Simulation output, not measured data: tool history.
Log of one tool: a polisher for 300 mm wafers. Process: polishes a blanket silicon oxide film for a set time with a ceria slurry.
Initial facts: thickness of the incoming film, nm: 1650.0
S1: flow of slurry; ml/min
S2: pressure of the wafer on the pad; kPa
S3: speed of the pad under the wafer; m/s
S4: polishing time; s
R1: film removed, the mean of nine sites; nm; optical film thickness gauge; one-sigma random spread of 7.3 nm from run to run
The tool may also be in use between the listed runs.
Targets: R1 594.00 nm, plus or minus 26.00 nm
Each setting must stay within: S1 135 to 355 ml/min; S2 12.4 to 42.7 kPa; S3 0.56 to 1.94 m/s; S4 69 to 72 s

Run 1, hour 0.0: S1 225 ml/min, S2 27.6 kPa, S3 1.24 m/s, S4 69 s. Result: R1 421.10 nm.
Run 2, hour 4.3: S1 225 ml/min, S2 27.6 kPa, S3 1.24 m/s, S4 69 s. Result: R1 418.34 nm.
Run 3, hour 6.4: S1 225 ml/min, S2 25.5 kPa, S3 1.24 m/s, S4 69 s. Result: R1 395.43 nm.
Run 4, hour 9.6: S1 225 ml/min, S2 29.0 kPa, S3 1.26 m/s, S4 69 s. Result: R1 450.05 nm.
Run 5, hour 13.2: S1 225 ml/min, S2 31.0 kPa, S3 1.26 m/s, S4 69 s. Result: R1 480.88 nm.
Run 6, hour 16.1: S1 225 ml/min, S2 33.1 kPa, S3 1.26 m/s, S4 69 s. Result: R1 518.43 nm.
Run 7, hour 18.9: S1 225 ml/min, S2 34.5 kPa, S3 1.26 m/s, S4 69 s. Result: R1 529.85 nm.
Run 8, hour 25.4: S1 225 ml/min, S2 35.9 kPa, S3 1.26 m/s, S4 69 s. Result: R1 556.34 nm.
Run 9, hour 31.4: S1 225 ml/min, S2 36.5 kPa, S3 1.26 m/s, S4 69 s. Result: R1 563.09 nm.

Exercise: of the 5 proposed moves below, exactly one satisfies all targets within the stated allowed misses. Which move is it?
Run A, hour 37.4: S1 145 ml/min, S2 29.0 kPa, S3 1.46 m/s, S4 72 s. Result: R1 ?.
Run B, hour 37.4: S1 225 ml/min, S2 35.9 kPa, S3 1.26 m/s, S4 69 s. Result: R1 ?.
Run C, hour 37.4: S1 215 ml/min, S2 35.9 kPa, S3 1.24 m/s, S4 69 s. Result: R1 ?.
Run D, hour 37.4: S1 230 ml/min, S2 40.7 kPa, S3 1.16 m/s, S4 69 s. Result: R1 ?.
Run E, hour 37.4: S1 250 ml/min, S2 29.0 kPa, S3 1.46 m/s, S4 71 s. Result: R1 ?.

move      R1
   A  498.75
   B  553.94
   C  543.21
   D  585.26
   E  533.07
A: the biggest miss grows against the last run
B: the biggest miss grows against the last run
C: the biggest miss grows against the last run
D: all results in spec
E: the biggest miss grows against the last run
D meets every target.
